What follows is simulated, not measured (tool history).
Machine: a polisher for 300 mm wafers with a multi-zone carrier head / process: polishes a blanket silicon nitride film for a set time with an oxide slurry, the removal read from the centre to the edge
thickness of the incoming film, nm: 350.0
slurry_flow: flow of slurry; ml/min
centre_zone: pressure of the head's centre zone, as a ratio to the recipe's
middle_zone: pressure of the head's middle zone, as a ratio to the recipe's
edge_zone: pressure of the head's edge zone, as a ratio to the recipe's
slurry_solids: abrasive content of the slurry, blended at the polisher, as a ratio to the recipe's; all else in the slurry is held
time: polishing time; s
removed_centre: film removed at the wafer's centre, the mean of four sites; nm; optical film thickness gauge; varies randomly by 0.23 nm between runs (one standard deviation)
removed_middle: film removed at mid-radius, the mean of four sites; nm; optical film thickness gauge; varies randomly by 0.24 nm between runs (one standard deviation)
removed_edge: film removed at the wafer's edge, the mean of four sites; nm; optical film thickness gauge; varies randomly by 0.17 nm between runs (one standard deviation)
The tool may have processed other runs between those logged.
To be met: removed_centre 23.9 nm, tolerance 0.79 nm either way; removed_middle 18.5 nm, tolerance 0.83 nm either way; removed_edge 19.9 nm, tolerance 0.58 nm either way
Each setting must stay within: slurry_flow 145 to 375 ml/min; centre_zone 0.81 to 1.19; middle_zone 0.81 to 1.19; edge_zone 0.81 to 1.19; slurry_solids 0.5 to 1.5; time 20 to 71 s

run,day,slurry_flow,centre_zone,middle_zone,edge_zone,slurry_solids,time,removed_centre,removed_middle,removed_edge
1,0,240,1,1,1,1,45,27.737,26.408,26.354
2,0.1,240,1.01,0.98,0.98,0.95,45,27.346,24.985,26.009
3,0.346,240,1.01,0.98,0.98,0.95,34,20.758,19.427,19.263
4,0.712,240,1.01,0.98,0.89,0.95,34,20.602,18.739,18.43
5,1.067,245,1.02,0.97,0.9,0.95,34,21.113,18.857,18.742
6,1.146,245,1.02,0.91,0.9,0.95,34,21.013,18.34,18.535
7,1.462,250,1.03,0.9,0.91,0.95,34,20.886,18.254,18.908
8,1.833,255,1.05,0.9,0.91,0.95,34,21.475,18.371,19.134
9,2.162,260,1.06,0.9,0.91,0.95,34,22.064,18.386,18.978

Which single option among these 5 for the next run brings every result within its allowed miss of target? Just one does.
A,2.492,225,1.06,0.96,0.91,1.15,31,?,?,?
B,2.492,245,1.02,0.91,0.86,0.75,43,?,?,?
C,2.492,305,1.11,0.88,0.81,1.35,30,?,?,?
D,2.492,290,1.04,0.96,0.82,1,36,?,?,?
E,2.492,205,1.13,0.91,0.95,0.9,37,?,?,?

move,removed_centre,removed_middle,removed_edge
A,20.842,18.62,18.422
B,23.516,20.923,20.989
C,23.359,18.538,18.495
D,23.259,21.112,19.775
E,23.621,19,20.096
A: the biggest miss grows against the last run
B: puts the biggest miss on target and leaves a different result outside tolerance
C: puts the biggest miss on target and leaves a different result outside tolerance
D: puts the biggest miss on target and leaves a different result outside tolerance
E: in spec on every target
E is the move that brings every result within its allowed miss.

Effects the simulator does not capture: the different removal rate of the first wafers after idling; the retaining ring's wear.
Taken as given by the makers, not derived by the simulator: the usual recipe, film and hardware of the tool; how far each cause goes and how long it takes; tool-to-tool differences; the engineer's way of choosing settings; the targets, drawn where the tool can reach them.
